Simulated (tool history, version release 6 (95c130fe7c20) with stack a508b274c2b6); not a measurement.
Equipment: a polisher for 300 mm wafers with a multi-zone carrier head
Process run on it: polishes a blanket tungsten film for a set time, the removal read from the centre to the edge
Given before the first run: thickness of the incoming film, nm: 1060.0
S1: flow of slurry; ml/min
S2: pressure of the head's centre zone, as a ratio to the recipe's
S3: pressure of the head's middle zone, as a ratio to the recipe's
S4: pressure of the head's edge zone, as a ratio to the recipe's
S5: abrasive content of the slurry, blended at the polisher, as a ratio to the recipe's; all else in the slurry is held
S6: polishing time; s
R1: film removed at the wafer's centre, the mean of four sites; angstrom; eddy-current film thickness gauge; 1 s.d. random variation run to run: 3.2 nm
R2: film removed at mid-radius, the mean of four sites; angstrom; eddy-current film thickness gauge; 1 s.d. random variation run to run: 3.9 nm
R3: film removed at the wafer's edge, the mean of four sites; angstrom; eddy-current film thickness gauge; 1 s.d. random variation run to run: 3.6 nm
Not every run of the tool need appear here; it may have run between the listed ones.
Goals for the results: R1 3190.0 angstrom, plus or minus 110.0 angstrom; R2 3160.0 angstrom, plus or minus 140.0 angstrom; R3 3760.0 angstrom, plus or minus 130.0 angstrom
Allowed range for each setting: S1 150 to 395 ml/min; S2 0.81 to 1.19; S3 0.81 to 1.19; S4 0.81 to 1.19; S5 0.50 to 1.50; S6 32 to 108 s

run,hour,S1,S2,S3,S4,S5,S6,R1,R2,R3
1,0.0,250,1.00,1.00,1.00,1.00,70,2867.1,2827.7,2835.7
2,3.0,250,0.99,0.99,1.02,1.05,71,2982.4,2851.1,2967.8
3,11.4,250,0.99,0.99,1.02,1.05,80,3252.9,3215.0,3347.8
4,14.5,250,0.98,0.99,1.04,1.05,80,3231.6,3226.3,3397.0
5,23.3,250,0.98,0.99,1.04,1.05,74,2987.7,2971.9,3212.2
6,31.7,255,0.98,0.99,1.05,1.05,74,2980.2,3030.2,3177.9
7,32.4,255,0.98,0.99,1.05,1.05,74,3021.2,2983.8,3129.4
8,39.4,250,0.97,0.98,1.06,1.10,74,2969.2,2940.2,3186.0
9,46.6,300,0.97,0.98,1.16,1.35,75,3241.2,3164.0,3605.3

5 candidate next runs follow, results not yet known. Just one meets every target within its allowed miss. Identify it.
A,53.8,285,0.97,0.94,1.12,1.20,77,?,?,?
B,53.8,255,0.95,0.95,1.19,1.35,78,?,?,?
C,53.8,345,1.02,1.02,1.13,1.45,71,?,?,?
D,53.8,285,1.02,0.90,1.18,1.40,76,?,?,?
E,53.8,320,1.05,1.04,1.06,1.20,74,?,?,?

move,R1,R2,R3
A,3211.6,3098.0,3485.4
B,3202.3,3186.8,3677.4
C,3278.3,3211.1,3370.9
D,3417.0,3021.7,3624.4
E,3387.7,3278.0,3281.8
A: lands further from the targets than the last run did
B: hits every target within its allowed miss
C: lands further from the targets than the last run did
D: lands further from the targets than the last run did
E: lands further from the targets than the last run did
Answer: B
